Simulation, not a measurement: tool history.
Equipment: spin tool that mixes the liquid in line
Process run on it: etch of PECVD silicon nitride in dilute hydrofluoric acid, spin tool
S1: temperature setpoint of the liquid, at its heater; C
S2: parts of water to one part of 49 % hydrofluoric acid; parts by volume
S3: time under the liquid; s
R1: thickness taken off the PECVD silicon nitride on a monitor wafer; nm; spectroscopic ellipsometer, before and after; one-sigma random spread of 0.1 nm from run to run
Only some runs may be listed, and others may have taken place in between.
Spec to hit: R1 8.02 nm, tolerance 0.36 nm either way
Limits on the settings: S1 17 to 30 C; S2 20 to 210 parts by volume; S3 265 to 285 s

{"run": 1, "day": 0.0, "S1": 22, "S2": 115, "S3": 265, "R1": 3.4518}
{"run": 2, "day": 0.183, "S1": 22, "S2": 115, "S3": 285, "R1": 3.7683}
{"run": 3, "day": 0.325, "S1": 22, "S2": 140, "S3": 285, "R1": 3.0553}
{"run": 4, "day": 0.388, "S1": 23, "S2": 135, "S3": 285, "R1": 3.4687}
{"run": 5, "day": 0.525, "S1": 24, "S2": 130, "S3": 285, "R1": 3.6866}
{"run": 6, "day": 0.696, "S1": 24, "S2": 130, "S3": 285, "R1": 3.7755}
{"run": 7, "day": 0.954, "S1": 24.5, "S2": 125, "S3": 285, "R1": 3.9696}
{"run": 8, "day": 1.021, "S1": 28.5, "S2": 75, "S3": 285, "R1": 8.6001}
{"run": 9, "day": 1.121, "S1": 28, "S2": 75, "S3": 285, "R1": 8.3201}

Next run, 4 choices. One meets every target within its allowed miss, the rest don't. Which?
{"run": "A", "day": 1.221, "S1": 28.5, "S2": 70, "S3": 270, "R1": "?"}
{"run": "B", "day": 1.221, "S1": 29.5, "S2": 70, "S3": 265, "R1": "?"}
{"run": "C", "day": 1.221, "S1": 24, "S2": 60, "S3": 285, "R1": "?"}
{"run": "D", "day": 1.221, "S1": 28, "S2": 70, "S3": 285, "R1": "?"}

move=A R1=9.0652
move=B R1=9.4879
move=C R1=8.286
move=D R1=9.2645
A: further off than the last run
B: further off than the last run
C: hits every target within its allowed miss
D: further off than the last run
So the answer is move C, the one that meets all the targets.
